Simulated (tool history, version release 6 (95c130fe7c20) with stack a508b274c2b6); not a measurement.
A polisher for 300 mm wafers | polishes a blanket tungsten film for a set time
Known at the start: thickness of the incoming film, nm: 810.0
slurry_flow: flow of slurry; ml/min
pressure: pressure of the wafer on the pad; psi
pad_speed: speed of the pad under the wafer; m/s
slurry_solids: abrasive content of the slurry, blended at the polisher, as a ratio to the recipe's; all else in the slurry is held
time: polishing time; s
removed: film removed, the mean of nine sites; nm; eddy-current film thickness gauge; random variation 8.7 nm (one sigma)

| run | hour | slurry_flow | pressure | pad_speed | slurry_solids | time | removed |
|---|---|---|---|---|---|---|---|
| 1 | 0 | 205 | 3.9 | 1.14 | 1 | 73 | 418.43 |
| 2 | 7.9 | 205 | 3.9 | 0.92 | 1 | 73 | 353.9 |
| 3 | 14.5 | 205 | 4.6 | 0.94 | 1 | 73 | 400 |
| 4 | 18 | 230 | 4.6 | 0.94 | 1 | 73 | 406.3 |
| 5 | 21.1 | 230 | 4.6 | 0.76 | 1 | 73 | 342.13 |
| 6 | 24.6 | 230 | 4.1 | 0.76 | 1 | 73 | 328.62 |
| 7 | 29 | 230 | 4.7 | 0.92 | 1 | 73 | 415.69 |
| 8 | 34.8 | 235 | 5.1 | 0.98 | 1 | 73 | 459.89 |

Run 9 comes next. What will it give?
| 9 | 40 | 235 | 5.4 | 1.04 | 1 | 73 | ? |

{"run 9": {"removed": 489.35}}

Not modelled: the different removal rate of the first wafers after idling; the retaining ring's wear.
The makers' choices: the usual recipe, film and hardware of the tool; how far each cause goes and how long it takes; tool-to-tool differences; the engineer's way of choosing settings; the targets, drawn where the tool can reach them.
